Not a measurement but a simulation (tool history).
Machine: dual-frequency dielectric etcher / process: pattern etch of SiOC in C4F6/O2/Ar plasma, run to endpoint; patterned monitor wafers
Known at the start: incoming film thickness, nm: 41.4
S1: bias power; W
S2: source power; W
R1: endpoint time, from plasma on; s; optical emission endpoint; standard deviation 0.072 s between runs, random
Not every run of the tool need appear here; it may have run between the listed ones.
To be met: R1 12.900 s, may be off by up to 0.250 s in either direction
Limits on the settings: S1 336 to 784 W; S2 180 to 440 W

| run | hour | S1 | S2 | R1 |
|---|---|---|---|---|
| 1 | 0.0 | 560 | 310 | 15.724 |
| 2 | 8.8 | 617 | 310 | 15.165 |
| 3 | 16.5 | 646 | 320 | 14.489 |
| 4 | 18.1 | 646 | 270 | 15.620 |
| 5 | 19.0 | 567 | 270 | 16.278 |
| 6 | 22.5 | 605 | 290 | 15.516 |
| 7 | 30.4 | 636 | 300 | 14.925 |
| 8 | 37.2 | 636 | 300 | 14.926 |
| 9 | 43.9 | 636 | 300 | 14.940 |
| 10 | 49.3 | 748 | 350 | 13.366 |
| 11 | 52.6 | 754 | 350 | 13.249 |
| 12 | 58.2 | 759 | 350 | 13.263 |
| 13 | 63.1 | 763 | 350 | 13.256 |

Which single option among these 4 for the next run brings every result within its allowed miss of target? Just one does.
| A | 68.0 | 732 | 380 | ? |
| B | 68.0 | 692 | 360 | ? |
| C | 68.0 | 784 | 390 | ? |
| D | 68.0 | 784 | 410 | ? |

| move | R1 |
|---|---|
| A | 13.069 |
| B | 13.636 |
| C | 12.594 |
| D | 12.363 |
A: all results in spec
B: further off than the last run
C: takes the result that was furthest off past its target
D: takes the result that was furthest off past its target
Move A is the one to make.
